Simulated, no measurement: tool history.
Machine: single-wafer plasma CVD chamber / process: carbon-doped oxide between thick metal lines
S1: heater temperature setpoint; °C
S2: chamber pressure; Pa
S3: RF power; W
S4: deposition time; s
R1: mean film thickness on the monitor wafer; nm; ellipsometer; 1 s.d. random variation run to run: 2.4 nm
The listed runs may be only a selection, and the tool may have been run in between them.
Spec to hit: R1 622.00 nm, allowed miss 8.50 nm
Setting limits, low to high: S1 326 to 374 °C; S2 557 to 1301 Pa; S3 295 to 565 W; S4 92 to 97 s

{"run": 1, "hour": 0.0, "S1": 350, "S2": 929, "S3": 430, "S4": 97, "R1": 533.96}
{"run": 2, "hour": 8.2, "S1": 350, "S2": 929, "S3": 380, "S4": 97, "R1": 476.58}
{"run": 3, "hour": 11.2, "S1": 346, "S2": 980, "S3": 410, "S4": 97, "R1": 525.23}
{"run": 4, "hour": 12.0, "S1": 346, "S2": 839, "S3": 410, "S4": 97, "R1": 516.79}
{"run": 5, "hour": 14.3, "S1": 341, "S2": 875, "S3": 425, "S4": 97, "R1": 543.24}
{"run": 6, "hour": 19.3, "S1": 341, "S2": 875, "S3": 425, "S4": 97, "R1": 548.65}
{"run": 7, "hour": 28.0, "S1": 337, "S2": 911, "S3": 430, "S4": 97, "R1": 558.85}
{"run": 8, "hour": 29.6, "S1": 335, "S2": 928, "S3": 440, "S4": 97, "R1": 574.36}
{"run": 9, "hour": 33.0, "S1": 333, "S2": 939, "S3": 450, "S4": 97, "R1": 593.48}
{"run": 10, "hour": 40.4, "S1": 331, "S2": 955, "S3": 455, "S4": 97, "R1": 604.62}
{"run": 11, "hour": 49.3, "S1": 330, "S2": 964, "S3": 455, "S4": 97, "R1": 601.24}

Which one of the following 4 next-run settings gets every result inside its allowed miss? There is exactly one.
{"run": "A", "hour": 58.2, "S1": 335, "S2": 876, "S3": 470, "S4": 92, "R1": "?"}
{"run": "B", "hour": 58.2, "S1": 334, "S2": 953, "S3": 500, "S4": 94, "R1": "?"}
{"run": "C", "hour": 58.2, "S1": 331, "S2": 980, "S3": 445, "S4": 95, "R1": "?"}
{"run": "D", "hour": 58.2, "S1": 327, "S2": 1063, "S3": 445, "S4": 92, "R1": "?"}

move=A R1=576.47
move=B R1=624.06
move=C R1=580.81
move=D R1=574.11
A: lands further from the targets than the last run did
B: all results land within tolerance of their targets
C: lands further from the targets than the last run did
D: lands further from the targets than the last run did
Move B is the one to make.
